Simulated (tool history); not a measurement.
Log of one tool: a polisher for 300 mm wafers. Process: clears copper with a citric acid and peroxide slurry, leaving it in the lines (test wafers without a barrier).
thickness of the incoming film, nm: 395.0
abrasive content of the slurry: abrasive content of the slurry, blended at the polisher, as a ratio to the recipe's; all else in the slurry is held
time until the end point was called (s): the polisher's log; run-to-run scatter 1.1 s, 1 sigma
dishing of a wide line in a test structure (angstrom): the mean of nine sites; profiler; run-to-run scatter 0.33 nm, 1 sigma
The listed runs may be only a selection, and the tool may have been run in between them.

run	hour	flow of slurry (ml/min)	pressure of the wafer on the pad (kPa)	speed of the pad under the wafer (cm/s)	abrasive content of the slurry	overpolish time after the end point (s)	time until the end point was called (s)	dishing of a wide line in a test structure (angstrom)
1	0.0	195	29.0	124	1.0	18	95.266	440.89
2	0.7	195	29.0	124	1.0	12	94.392	306.62
3	3.3	195	33.1	124	1.0	12	82.832	347.14
4	7.7	195	30.3	124	1.0	11	89.754	307.38
5	8.4	195	34.5	124	1.0	11	80.534	333.11
6	14.2	190	31.0	124	1.0	10	88.461	293.40
7	18.2	190	28.3	124	1.0	10	96.517	255.48
8	23.8	185	26.2	124	1.0	10	104.610	240.77
9	27.6	185	26.2	124	1.0	10	104.720	238.99
10	28.8	165	20.0	124	1.0	10	138.280	185.49

Run 11 is up next; what results do you expect?
11	36.9	175	20.0	124	1.0	10	?	?

{"run 11": {"time until the end point was called (s)": 135.4, "dishing of a wide line in a test structure (angstrom)": 189.34}}
